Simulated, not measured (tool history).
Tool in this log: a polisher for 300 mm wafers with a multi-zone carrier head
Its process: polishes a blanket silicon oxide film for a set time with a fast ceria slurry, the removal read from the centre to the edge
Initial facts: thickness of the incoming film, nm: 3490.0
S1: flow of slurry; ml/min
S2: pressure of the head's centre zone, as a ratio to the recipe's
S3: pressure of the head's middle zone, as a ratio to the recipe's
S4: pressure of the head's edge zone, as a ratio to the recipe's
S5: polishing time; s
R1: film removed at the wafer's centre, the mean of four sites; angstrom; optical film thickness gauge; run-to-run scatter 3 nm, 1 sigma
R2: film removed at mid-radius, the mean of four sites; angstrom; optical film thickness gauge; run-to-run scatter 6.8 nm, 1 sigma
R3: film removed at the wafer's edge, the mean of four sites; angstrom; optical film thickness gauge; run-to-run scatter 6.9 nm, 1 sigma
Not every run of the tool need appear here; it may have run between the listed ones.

{"run": 1, "day": 0.0, "S1": 255, "S2": 1.0, "S3": 1.0, "S4": 1.0, "S5": 54, "R1": 8731.8, "R2": 8660.8, "R3": 8606.3}
{"run": 2, "day": 0.233, "S1": 255, "S2": 1.07, "S3": 1.0, "S4": 1.0, "S5": 54, "R1": 9406.1, "R2": 8930.8, "R3": 8866.8}
{"run": 3, "day": 0.271, "S1": 255, "S2": 1.07, "S3": 1.0, "S4": 1.0, "S5": 61, "R1": 10529.0, "R2": 9956.7, "R3": 10041.0}
{"run": 4, "day": 0.375, "S1": 255, "S2": 1.07, "S3": 1.05, "S4": 1.0, "S5": 61, "R1": 10641.0, "R2": 10318.0, "R3": 9887.8}
{"run": 5, "day": 0.721, "S1": 255, "S2": 1.07, "S3": 1.05, "S4": 1.0, "S5": 66, "R1": 11450.0, "R2": 11308.0, "R3": 10728.0}
{"run": 6, "day": 1.012, "S1": 255, "S2": 1.07, "S3": 1.12, "S4": 1.0, "S5": 66, "R1": 11636.0, "R2": 11823.0, "R3": 10669.0}

Run 7, settings as shown, results not yet in. Your forecast:
{"run": 7, "day": 1.3, "S1": 245, "S2": 1.01, "S3": 1.09, "S4": 0.97, "S5": 54, "R1": "?", "R2": "?", "R3": "?"}

R1: 8836.3 angstrom
R2: 9630.7 angstrom
R3: 8775.3 angstrom

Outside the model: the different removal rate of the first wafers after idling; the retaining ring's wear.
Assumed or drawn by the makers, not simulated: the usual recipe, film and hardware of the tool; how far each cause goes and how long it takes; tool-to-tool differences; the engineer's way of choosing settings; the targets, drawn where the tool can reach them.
